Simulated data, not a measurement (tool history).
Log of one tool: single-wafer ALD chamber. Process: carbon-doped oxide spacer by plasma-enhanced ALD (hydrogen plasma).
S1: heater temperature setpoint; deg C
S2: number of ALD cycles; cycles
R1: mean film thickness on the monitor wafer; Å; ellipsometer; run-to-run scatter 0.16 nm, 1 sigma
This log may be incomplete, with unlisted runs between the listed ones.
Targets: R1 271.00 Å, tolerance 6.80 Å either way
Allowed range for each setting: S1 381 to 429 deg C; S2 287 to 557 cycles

{"run": 1, "day": 0.0, "S1": 405, "S2": 422, "R1": 223.9}
{"run": 2, "day": 0.346, "S1": 405, "S2": 448, "R1": 236.74}
{"run": 3, "day": 0.45, "S1": 404, "S2": 459, "R1": 239.8}
{"run": 4, "day": 0.638, "S1": 398, "S2": 459, "R1": 246.59}
{"run": 5, "day": 0.867, "S1": 404, "S2": 459, "R1": 242.12}
{"run": 6, "day": 1.238, "S1": 404, "S2": 487, "R1": 257.35}
{"run": 7, "day": 1.504, "S1": 404, "S2": 487, "R1": 258.33}
{"run": 8, "day": 1.862, "S1": 403, "S2": 491, "R1": 259.64}
{"run": 9, "day": 1.967, "S1": 402, "S2": 494, "R1": 262.51}
{"run": 10, "day": 2.1, "S1": 402, "S2": 496, "R1": 265.24}

Of the 5 settings listed for the next run, only one would bring every result within its allowed miss of target. Which one?
{"run": "A", "day": 2.233, "S1": 395, "S2": 528, "R1": "?"}
{"run": "B", "day": 2.233, "S1": 395, "S2": 475, "R1": "?"}
{"run": "C", "day": 2.233, "S1": 390, "S2": 505, "R1": "?"}
{"run": "D", "day": 2.233, "S1": 402, "S2": 482, "R1": "?"}
{"run": "E", "day": 2.233, "S1": 403, "S2": 487, "R1": "?"}

move=A R1=286.01
move=B R1=257.30
move=C R1=273.55
move=D R1=259.24
move=E R1=261.24
A: takes the biggest miss from the last run beyond its target
B: misses by more than the last run did
C: each result inside its tolerance
D: misses by more than the last run did
E: misses by more than the last run did
The right move is C.
